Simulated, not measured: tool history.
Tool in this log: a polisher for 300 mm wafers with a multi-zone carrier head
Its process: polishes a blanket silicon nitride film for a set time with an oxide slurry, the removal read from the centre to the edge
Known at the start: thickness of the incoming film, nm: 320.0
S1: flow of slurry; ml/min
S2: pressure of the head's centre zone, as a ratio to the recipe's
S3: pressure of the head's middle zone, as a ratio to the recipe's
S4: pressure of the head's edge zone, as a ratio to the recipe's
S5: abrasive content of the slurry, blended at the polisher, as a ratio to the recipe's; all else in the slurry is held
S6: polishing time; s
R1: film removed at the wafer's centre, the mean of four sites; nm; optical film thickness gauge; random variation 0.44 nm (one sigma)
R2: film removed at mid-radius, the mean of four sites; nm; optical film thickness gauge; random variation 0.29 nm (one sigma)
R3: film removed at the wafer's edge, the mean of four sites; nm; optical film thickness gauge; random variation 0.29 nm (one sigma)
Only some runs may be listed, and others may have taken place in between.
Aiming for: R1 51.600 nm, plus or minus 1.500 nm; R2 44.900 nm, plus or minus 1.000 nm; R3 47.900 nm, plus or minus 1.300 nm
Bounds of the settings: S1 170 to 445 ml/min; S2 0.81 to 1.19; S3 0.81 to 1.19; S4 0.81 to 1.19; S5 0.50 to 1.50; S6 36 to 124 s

| run | day | S1 | S2 | S3 | S4 | S5 | S6 | R1 | R2 | R3 |
|---|---|---|---|---|---|---|---|---|---|---|
| 1 | 0.000 | 285 | 1.00 | 1.00 | 1.00 | 1.00 | 79 | 74.088 | 72.340 | 73.799 |
| 2 | 0.092 | 285 | 1.00 | 1.00 | 1.00 | 1.00 | 70 | 65.837 | 64.491 | 64.862 |
| 3 | 0.275 | 280 | 0.99 | 0.95 | 0.95 | 0.85 | 70 | 59.876 | 57.979 | 60.240 |
| 4 | 0.429 | 280 | 0.99 | 0.95 | 0.95 | 0.65 | 70 | 52.755 | 50.191 | 52.597 |
| 5 | 0.596 | 270 | 1.01 | 0.93 | 0.92 | 0.60 | 70 | 50.750 | 47.452 | 49.723 |
| 6 | 0.929 | 270 | 1.01 | 0.93 | 0.92 | 0.50 | 70 | 47.082 | 43.863 | 45.176 |
| 7 | 1.288 | 295 | 1.02 | 0.93 | 0.94 | 0.50 | 70 | 47.662 | 43.789 | 45.970 |
| 8 | 1.512 | 295 | 1.04 | 0.93 | 0.96 | 0.50 | 70 | 49.632 | 43.758 | 46.452 |
| 9 | 1.750 | 340 | 1.05 | 0.94 | 1.00 | 0.50 | 70 | 49.710 | 44.811 | 47.677 |

Which one of the following 4 next-run settings gets every result inside its allowed miss? There is exactly one.
| A | 1.988 | 340 | 0.97 | 0.91 | 0.91 | 0.60 | 65 | ? | ? | ? |
| B | 1.988 | 400 | 1.06 | 0.93 | 1.02 | 0.50 | 70 | ? | ? | ? |
| C | 1.988 | 320 | 0.99 | 0.96 | 1.02 | 0.50 | 71 | ? | ? | ? |
| D | 1.988 | 330 | 0.98 | 0.98 | 1.01 | 0.50 | 70 | ? | ? | ? |

| move | R1 | R2 | R3 |
|---|---|---|---|
| A | 47.435 | 44.652 | 47.069 |
| B | 51.073 | 45.121 | 48.468 |
| C | 47.831 | 46.191 | 48.500 |
| D | 46.871 | 46.443 | 47.731 |
A: lands further from the targets than the last run did
B: all results in spec
C: lands further from the targets than the last run did
D: lands further from the targets than the last run did
Answer: B
